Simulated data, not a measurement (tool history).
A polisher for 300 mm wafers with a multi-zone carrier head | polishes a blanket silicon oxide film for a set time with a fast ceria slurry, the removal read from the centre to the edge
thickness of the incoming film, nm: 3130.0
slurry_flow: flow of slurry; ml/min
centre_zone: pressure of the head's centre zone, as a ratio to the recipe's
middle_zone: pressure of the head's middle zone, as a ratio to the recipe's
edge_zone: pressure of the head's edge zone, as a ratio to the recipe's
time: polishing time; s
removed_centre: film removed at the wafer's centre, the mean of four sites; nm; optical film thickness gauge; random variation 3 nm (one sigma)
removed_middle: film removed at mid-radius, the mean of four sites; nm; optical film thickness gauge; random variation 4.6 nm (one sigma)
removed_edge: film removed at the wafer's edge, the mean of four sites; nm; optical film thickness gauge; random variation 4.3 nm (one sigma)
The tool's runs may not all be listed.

{"run": 1, "hour": 0.0, "slurry_flow": 245, "centre_zone": 1, "middle_zone": 1, "edge_zone": 1, "time": 48, "removed_centre": 646.45, "removed_middle": 646.21, "removed_edge": 677.24}
{"run": 2, "hour": 7.4, "slurry_flow": 245, "centre_zone": 1.08, "middle_zone": 1, "edge_zone": 1, "time": 48, "removed_centre": 717.32, "removed_middle": 646.54, "removed_edge": 667.82}
{"run": 3, "hour": 10.5, "slurry_flow": 245, "centre_zone": 1.08, "middle_zone": 1.07, "edge_zone": 1, "time": 48, "removed_centre": 717.83, "removed_middle": 680.72, "removed_edge": 658.92}
{"run": 4, "hour": 19.4, "slurry_flow": 245, "centre_zone": 1.12, "middle_zone": 1.07, "edge_zone": 1, "time": 48, "removed_centre": 745.32, "removed_middle": 671.34, "removed_edge": 654.55}
{"run": 5, "hour": 25.5, "slurry_flow": 195, "centre_zone": 1.12, "middle_zone": 1.07, "edge_zone": 1, "time": 48, "removed_centre": 721.34, "removed_middle": 642, "removed_edge": 656.29}
{"run": 6, "hour": 26.9, "slurry_flow": 195, "centre_zone": 1.17, "middle_zone": 1.07, "edge_zone": 1, "time": 48, "removed_centre": 765.47, "removed_middle": 665.54, "removed_edge": 663.75}
{"run": 7, "hour": 34.8, "slurry_flow": 185, "centre_zone": 1.12, "middle_zone": 1.06, "edge_zone": 0.98, "time": 44, "removed_centre": 658.83, "removed_middle": 600.44, "removed_edge": 593.77}
{"run": 8, "hour": 38.8, "slurry_flow": 180, "centre_zone": 1.08, "middle_zone": 1.03, "edge_zone": 0.96, "time": 41, "removed_centre": 586.99, "removed_middle": 522.46, "removed_edge": 535.84}
{"run": 9, "hour": 41.4, "slurry_flow": 155, "centre_zone": 0.98, "middle_zone": 1.07, "edge_zone": 0.97, "time": 27, "removed_centre": 342.7, "removed_middle": 351.78, "removed_edge": 355.75}

The next listed run, before its measurement:
{"run": 10, "hour": 45.3, "slurry_flow": 155, "centre_zone": 0.97, "middle_zone": 1.07, "edge_zone": 0.97, "time": 27, "removed_centre": "?", "removed_middle": "?", "removed_edge": "?"}

removed_centre: 334.84 nm
removed_middle: 361.32 nm
removed_edge: 354.75 nm
